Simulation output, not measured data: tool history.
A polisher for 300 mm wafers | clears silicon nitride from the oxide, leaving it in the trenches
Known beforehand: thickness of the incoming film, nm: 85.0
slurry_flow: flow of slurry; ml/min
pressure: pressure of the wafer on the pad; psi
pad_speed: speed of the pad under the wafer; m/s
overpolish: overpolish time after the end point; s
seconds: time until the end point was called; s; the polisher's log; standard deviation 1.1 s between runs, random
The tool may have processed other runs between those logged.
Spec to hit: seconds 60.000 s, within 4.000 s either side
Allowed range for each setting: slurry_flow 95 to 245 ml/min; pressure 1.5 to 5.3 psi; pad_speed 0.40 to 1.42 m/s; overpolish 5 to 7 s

run    day  slurry_flow  pressure  pad_speed  overpolish  seconds
  1  0.000          155       3.4       0.90           7   83.131
  2  0.225          155       3.7       0.92           7   79.509
  3  0.588          155       4.1       0.94           7   73.138
  4  0.788          155       4.4       0.96           7   65.742
  5  0.825          135       4.4       0.96           7   70.511
  6  1.025          110       4.4       0.96           7   75.072
  7  1.208          120       4.6       0.96           7   69.225
     1.483  -- slurry nozzle cleaned
  8  1.483          125       4.7       0.96           7   64.356
  9  1.683          130       4.7       0.96           7   67.041

Consider the 5 candidate settings below. Which is the only one whose results all fall within their allowed miss of target?
  A  1.883          110       3.8       1.06           5        ?
  B  1.883          100       5.0       0.86           7        ?
  C  1.883          115       5.2       1.22           7        ?
  D  1.883          105       5.2       1.02           5        ?
  E  1.883          135       3.9       0.88           7        ?

move  seconds
   A   70.398
   B   72.306
   C   48.961
   D   59.249
   E   78.106
A: moves away from the targets compared with the last run
B: moves away from the targets compared with the last run
C: takes the biggest miss from the last run beyond its target
D: each result inside its tolerance
E: moves away from the targets compared with the last run
Answer: D
